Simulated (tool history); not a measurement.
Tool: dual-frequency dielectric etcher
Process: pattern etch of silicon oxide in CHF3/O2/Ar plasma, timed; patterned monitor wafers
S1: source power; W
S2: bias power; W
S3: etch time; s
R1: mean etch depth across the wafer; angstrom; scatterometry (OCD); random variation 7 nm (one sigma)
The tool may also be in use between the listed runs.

run 1 hour=0.0 | S1=880 S2=229 S3=733.5 | R1=18888
run 2 hour=7.3 | S1=930 S2=232 S3=734.0 | R1=19363
run 3 hour=11.8 | S1=930 S2=250 S3=734.0 | R1=19755
run 4 hour=16.1 | S1=930 S2=250 S3=733.5 | R1=19737
run 5 hour=22.7 | S1=830 S2=250 S3=733.5 | R1=18777
run 6 hour=23.5 | S1=920 S2=250 S3=733.5 | R1=19594
run 7 hour=26.5 | S1=960 S2=253 S3=734.0 | R1=20030
run 8 hour=30.3 | S1=990 S2=255 S3=734.5 | R1=20311
run 9 hour=35.0 | S1=1010 S2=257 S3=735.0 | R1=20676

The next listed run, before its measurement:
run 10 hour=35.6 | S1=1020 S2=258 S3=735.0 | R1=?

{"run 10": {"R1": 20577}}

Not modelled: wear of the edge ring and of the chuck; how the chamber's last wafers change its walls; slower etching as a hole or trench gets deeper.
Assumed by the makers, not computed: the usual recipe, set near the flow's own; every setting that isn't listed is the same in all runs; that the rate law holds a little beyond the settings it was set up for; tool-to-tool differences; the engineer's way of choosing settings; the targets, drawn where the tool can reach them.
